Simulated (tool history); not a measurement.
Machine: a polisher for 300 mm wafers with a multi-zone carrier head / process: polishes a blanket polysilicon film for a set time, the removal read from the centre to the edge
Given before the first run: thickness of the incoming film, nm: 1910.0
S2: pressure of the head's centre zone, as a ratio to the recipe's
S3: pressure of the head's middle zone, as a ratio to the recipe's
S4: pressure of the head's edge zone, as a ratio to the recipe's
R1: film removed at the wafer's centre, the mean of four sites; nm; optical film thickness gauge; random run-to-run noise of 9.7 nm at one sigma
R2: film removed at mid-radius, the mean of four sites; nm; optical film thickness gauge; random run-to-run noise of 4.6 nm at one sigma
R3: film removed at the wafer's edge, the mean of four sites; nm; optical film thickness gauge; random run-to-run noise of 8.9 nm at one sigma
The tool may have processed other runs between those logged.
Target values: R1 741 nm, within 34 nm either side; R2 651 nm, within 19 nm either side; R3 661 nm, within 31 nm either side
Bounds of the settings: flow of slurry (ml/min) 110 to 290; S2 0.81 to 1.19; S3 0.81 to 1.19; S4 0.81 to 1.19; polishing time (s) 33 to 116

run 1 hour=0 | flow_of_slurry_(ml/min)=185 S2=1 S3=1 S4=1 polishing_time_(s)=74 | R1=541.17 R2=541.41 R3=586.62
run 2 hour=9 | flow_of_slurry_(ml/min)=185 S2=1.04 S3=1 S4=1 polishing_time_(s)=74 | R1=552.44 R2=539.19 R3=583.52
run 3 hour=10.2 | flow_of_slurry_(ml/min)=185 S2=1.04 S3=1 S4=1.05 polishing_time_(s)=74 | R1=555.27 R2=544.25 R3=595.42
run 4 hour=14.9 | flow_of_slurry_(ml/min)=155 S2=1.04 S3=1 S4=1.05 polishing_time_(s)=74 | R1=542.8 R2=524.06 R3=577.16
run 5 hour=15.9 | flow_of_slurry_(ml/min)=175 S2=1.09 S3=1.01 S4=1.02 polishing_time_(s)=77 | R1=598.84 R2=560.42 R3=618.52
run 6 hour=21.3 | flow_of_slurry_(ml/min)=175 S2=1.16 S3=1.01 S4=1.02 polishing_time_(s)=77 | R1=640.88 R2=563.22 R3=607.38
-- hour=29 edge zone pressure recalibrated
run 7 hour=29 | flow_of_slurry_(ml/min)=195 S2=1.17 S3=1.02 S4=1 polishing_time_(s)=78 | R1=674.42 R2=595.78 R3=567.52
run 8 hour=34.6 | flow_of_slurry_(ml/min)=195 S2=1.17 S3=1.02 S4=1 polishing_time_(s)=78 | R1=675.81 R2=590.05 R3=581.89

Consider the 5 candidate settings below. Which is the only one whose results all fall within their allowed miss of target?
run A hour=40.2 | flow_of_slurry_(ml/min)=165 S2=1.17 S3=0.94 S4=0.99 polishing_time_(s)=89 | R1=? R2=? R3=?
run B hour=40.2 | flow_of_slurry_(ml/min)=140 S2=1.02 S3=0.96 S4=0.98 polishing_time_(s)=81 | R1=? R2=? R3=?
run C hour=40.2 | flow_of_slurry_(ml/min)=150 S2=1.18 S3=1.04 S4=1.09 polishing_time_(s)=89 | R1=? R2=? R3=?
run D hour=40.2 | flow_of_slurry_(ml/min)=115 S2=1.19 S3=0.95 S4=1.02 polishing_time_(s)=97 | R1=? R2=? R3=?
run E hour=40.2 | flow_of_slurry_(ml/min)=165 S2=1.14 S3=0.88 S4=1.06 polishing_time_(s)=93 | R1=? R2=? R3=?

move=A R1=733.85 R2=603.6 R3=649.57
move=B R1=558.93 R2=540.14 R3=573.45
move=C R1=724.4 R2=644.37 R3=670.6
move=D R1=735.81 R2=607.63 R3=674.92
move=E R1=746.73 R2=597.11 R3=702.37
A: closer than the last run, but not yet in spec
B: its largest miss is bigger than the last run's
C: all results in spec
D: closer than the last run, but not yet in spec
E: closer than the last run, but not yet in spec
C meets every target.

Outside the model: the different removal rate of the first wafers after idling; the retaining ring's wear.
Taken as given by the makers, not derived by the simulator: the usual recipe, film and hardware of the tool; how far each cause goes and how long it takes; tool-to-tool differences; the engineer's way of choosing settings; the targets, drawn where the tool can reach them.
